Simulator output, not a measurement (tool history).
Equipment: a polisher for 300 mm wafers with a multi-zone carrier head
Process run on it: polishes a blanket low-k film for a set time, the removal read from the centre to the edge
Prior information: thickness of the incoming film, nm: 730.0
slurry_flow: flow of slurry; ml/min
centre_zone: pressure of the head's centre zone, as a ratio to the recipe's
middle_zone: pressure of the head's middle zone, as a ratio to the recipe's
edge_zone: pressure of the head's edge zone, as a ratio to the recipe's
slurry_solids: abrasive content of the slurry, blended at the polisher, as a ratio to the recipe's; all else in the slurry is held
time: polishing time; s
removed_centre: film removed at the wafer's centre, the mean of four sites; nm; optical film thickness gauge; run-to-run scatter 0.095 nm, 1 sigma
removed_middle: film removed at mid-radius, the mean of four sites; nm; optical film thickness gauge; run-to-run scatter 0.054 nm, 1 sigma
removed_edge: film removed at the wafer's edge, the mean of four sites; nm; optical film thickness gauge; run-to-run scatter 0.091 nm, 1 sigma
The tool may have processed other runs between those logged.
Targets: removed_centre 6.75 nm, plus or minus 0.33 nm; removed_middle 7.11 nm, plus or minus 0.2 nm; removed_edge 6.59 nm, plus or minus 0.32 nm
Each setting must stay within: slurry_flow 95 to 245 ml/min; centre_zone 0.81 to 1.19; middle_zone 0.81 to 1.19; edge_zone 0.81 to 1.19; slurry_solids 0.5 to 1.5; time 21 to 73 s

run  hour  slurry_flow  centre_zone  middle_zone  edge_zone  slurry_solids  time  removed_centre  removed_middle  removed_edge
  1     0          155            1            1          1              1    47          18.024          18.192        18.112
  2   6.3          155         0.95            1          1              1    47          17.282          18.508        17.676
  3   8.3          155         0.95            1          1              1    58          21.485          22.597        21.297
  4  15.2          155            1            1          1              1    58          22.467          22.709        21.548
  5  18.1          155         1.04            1          1              1    58          23.508          22.548        21.739
  6    22          155         1.04            1          1            1.1    58          25.281          24.042         23.29
  7  28.7          140         1.02         0.98       0.96           0.95    50          18.907          18.157        17.331
  8  35.4          130         0.98         0.96       0.93           0.85    44          14.244          14.201        13.967
  9  38.2          125         0.98         0.97        0.9           0.75    39          11.112          11.184        10.693
 10  39.4          120         0.97         0.97       0.88            0.7    37          9.3866          9.7018        9.0404
 11  46.3          115         0.96         0.96       0.87           0.65    37           8.404          8.5614        8.3284
 12  52.4          115         0.96         0.96       0.87           0.65    37          8.3848          8.6337        8.4497
 13  53.3          120         0.96         0.96       0.86            0.6    36           7.699          7.6477        7.3119
 14  58.8          125         0.94         0.96       0.86            0.6    36          7.4682          7.6212        7.3633
 15  59.8          130         0.93         0.96       0.85            0.6    36          7.3555           7.734        7.2694
 16  62.3          135         0.92         0.95       0.84            0.6    36          7.3686          7.8434        7.2884
 17  65.7          135         0.92         0.94       0.83            0.6    36          7.3906          7.7292        7.0843
 18  66.6          135         0.91         0.93       0.83            0.6    36           7.451          7.6479        7.3281

4 next moves are on the table. One of them brings every result within its allowed miss. Which?
  A  67.5          160          0.9         0.93       0.81            0.6    32               ?               ?             ?
  B  67.5          120         0.81         0.92       1.01           0.75    28               ?               ?             ?
  C  67.5          125         0.93         1.13       0.81            0.5    43               ?               ?             ?
  D  67.5          135         0.95         1.01       0.81            0.6    29               ?               ?             ?

move  removed_centre  removed_middle  removed_edge
   A          6.7998          7.0692        6.3466
   B          6.5514          7.5787        7.7473
   C          6.3154          7.5378        5.8156
   D          6.2458          6.6173        5.5962
A: all results land within tolerance of their targets
B: lands further from the targets than the last run did
C: an improvement on the last run, though not all results are within tolerance
D: pushes the last run's worst result past its target
Move A is the one to make.
